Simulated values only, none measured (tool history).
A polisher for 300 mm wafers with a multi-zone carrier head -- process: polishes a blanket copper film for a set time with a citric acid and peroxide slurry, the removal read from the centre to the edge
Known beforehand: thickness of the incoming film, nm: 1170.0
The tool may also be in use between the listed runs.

| run | day | flow of slurry (ml/min) | pressure of the head's centre zone | pressure of the head's middle zone | pressure of the head's edge zone | abrasive content of the slurry | polishing time (s) | film removed at the wafer's centre (angstrom) | film removed at mid-radius (angstrom) | film removed at the wafer's edge (angstrom) |
|---|---|---|---|---|---|---|---|---|---|---|
| 1 | 0.000 | 130 | 1.00 | 1.00 | 1.00 | 1.00 | 56 | 1392.6 | 1442.9 | 1400.4 |
| 2 | 0.029 | 130 | 1.00 | 1.00 | 0.94 | 1.00 | 56 | 1395.4 | 1399.7 | 1356.5 |
| 3 | 0.092 | 135 | 1.01 | 0.98 | 0.95 | 1.00 | 56 | 1426.9 | 1368.5 | 1368.6 |
| 4 | 0.458 | 135 | 0.95 | 0.98 | 0.95 | 1.00 | 56 | 1339.9 | 1422.5 | 1375.0 |
| 5 | 0.696 | 135 | 0.95 | 0.98 | 0.95 | 1.05 | 56 | 1376.0 | 1395.8 | 1410.7 |
| 6 | 0.829 | 135 | 0.95 | 0.92 | 0.95 | 1.05 | 56 | 1380.2 | 1363.0 | 1400.0 |

For run 7, what comes out?
| 7 | 1.162 | 140 | 0.96 | 0.91 | 0.96 | 1.05 | 56 | ? | ? | ? |

Run 7 measured film removed at the wafer's centre (angstrom) 1355.6, film removed at mid-radius (angstrom) 1325.1, film removed at the wafer's edge (angstrom) 1402.5.
